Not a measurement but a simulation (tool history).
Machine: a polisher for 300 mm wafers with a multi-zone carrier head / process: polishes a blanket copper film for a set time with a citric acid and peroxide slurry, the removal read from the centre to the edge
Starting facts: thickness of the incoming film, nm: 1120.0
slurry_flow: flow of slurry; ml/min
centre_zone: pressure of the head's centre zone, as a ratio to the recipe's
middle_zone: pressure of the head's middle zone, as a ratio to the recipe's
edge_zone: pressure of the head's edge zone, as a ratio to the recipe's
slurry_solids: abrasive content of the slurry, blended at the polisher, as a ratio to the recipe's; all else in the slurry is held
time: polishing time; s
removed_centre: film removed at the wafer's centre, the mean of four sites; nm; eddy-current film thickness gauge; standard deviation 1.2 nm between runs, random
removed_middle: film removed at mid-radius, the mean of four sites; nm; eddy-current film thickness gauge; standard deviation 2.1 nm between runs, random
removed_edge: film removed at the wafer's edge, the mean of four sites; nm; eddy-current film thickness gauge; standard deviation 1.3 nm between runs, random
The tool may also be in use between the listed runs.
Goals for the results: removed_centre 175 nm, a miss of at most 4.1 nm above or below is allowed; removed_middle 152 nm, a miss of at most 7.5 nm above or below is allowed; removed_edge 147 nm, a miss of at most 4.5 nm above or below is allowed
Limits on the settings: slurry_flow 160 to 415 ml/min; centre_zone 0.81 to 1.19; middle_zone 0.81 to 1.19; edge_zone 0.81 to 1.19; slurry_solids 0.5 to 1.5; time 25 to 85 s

run 1 hour=0 | slurry_flow=265 centre_zone=1 middle_zone=1 edge_zone=1 slurry_solids=1 time=55 | removed_centre=119.48 removed_middle=121.56 removed_edge=119.46
run 2 hour=5.3 | slurry_flow=275 centre_zone=1.02 middle_zone=1.01 edge_zone=1.01 slurry_solids=1.05 time=55 | removed_centre=123.82 removed_middle=118.22 removed_edge=120.95
run 3 hour=8.6 | slurry_flow=275 centre_zone=1.02 middle_zone=1.01 edge_zone=1.08 slurry_solids=1.05 time=55 | removed_centre=124.97 removed_middle=122.36 removed_edge=124.66
run 4 hour=11.8 | slurry_flow=275 centre_zone=1.04 middle_zone=1.03 edge_zone=1.08 slurry_solids=1.1 time=56 | removed_centre=130.79 removed_middle=128.21 removed_edge=128.72
run 5 hour=17 | slurry_flow=275 centre_zone=1.11 middle_zone=1.03 edge_zone=1.08 slurry_solids=1.1 time=56 | removed_centre=140.14 removed_middle=128.04 removed_edge=128.81
run 6 hour=22.8 | slurry_flow=275 centre_zone=1.11 middle_zone=1.03 edge_zone=1.12 slurry_solids=1.1 time=56 | removed_centre=140.17 removed_middle=124.12 removed_edge=130.19
run 7 hour=26.1 | slurry_flow=275 centre_zone=1.11 middle_zone=1.03 edge_zone=1.12 slurry_solids=1.1 time=56 | removed_centre=139.67 removed_middle=126.27 removed_edge=129.24
run 8 hour=30.1 | slurry_flow=350 centre_zone=1.19 middle_zone=1.1 edge_zone=1.13 slurry_solids=1.35 time=58 | removed_centre=167.44 removed_middle=150.17 removed_edge=146.25
run 9 hour=30.7 | slurry_flow=350 centre_zone=1.19 middle_zone=1.09 edge_zone=1.12 slurry_solids=1.35 time=58 | removed_centre=167.74 removed_middle=147.95 removed_edge=145.47
run 10 hour=33.4 | slurry_flow=350 centre_zone=1.19 middle_zone=1.09 edge_zone=1.11 slurry_solids=1.35 time=58 | removed_centre=169.6 removed_middle=152.52 removed_edge=145.64
run 11 hour=36.8 | slurry_flow=350 centre_zone=1.19 middle_zone=1.08 edge_zone=1.11 slurry_solids=1.35 time=58 | removed_centre=167.53 removed_middle=147.22 removed_edge=143.67

Exercise: of the 4 proposed moves below, exactly one satisfies all targets within the stated allowed misses. Which move is it?
run A hour=40.2 | slurry_flow=325 centre_zone=1.19 middle_zone=1.15 edge_zone=1.02 slurry_solids=1.35 time=57 | removed_centre=? removed_middle=? removed_edge=?
run B hour=40.2 | slurry_flow=285 centre_zone=1.1 middle_zone=1.04 edge_zone=1.05 slurry_solids=1.5 time=60 | removed_centre=? removed_middle=? removed_edge=?
run C hour=40.2 | slurry_flow=335 centre_zone=1.19 middle_zone=1.06 edge_zone=1.07 slurry_solids=1.5 time=59 | removed_centre=? removed_middle=? removed_edge=?
run D hour=40.2 | slurry_flow=370 centre_zone=1.08 middle_zone=1.09 edge_zone=1.15 slurry_solids=1.2 time=60 | removed_centre=? removed_middle=? removed_edge=?

move=A removed_centre=165.02 removed_middle=150.8 removed_edge=134.58
move=B removed_centre=162.1 removed_middle=147.49 removed_edge=146.14
move=C removed_centre=175.68 removed_middle=149.75 removed_edge=146.83
move=D removed_centre=155 removed_middle=149.09 removed_edge=147.64
A: further off than the last run
B: further off than the last run
C: every result lands within tolerance
D: further off than the last run
C is the move that brings every result within its allowed miss.

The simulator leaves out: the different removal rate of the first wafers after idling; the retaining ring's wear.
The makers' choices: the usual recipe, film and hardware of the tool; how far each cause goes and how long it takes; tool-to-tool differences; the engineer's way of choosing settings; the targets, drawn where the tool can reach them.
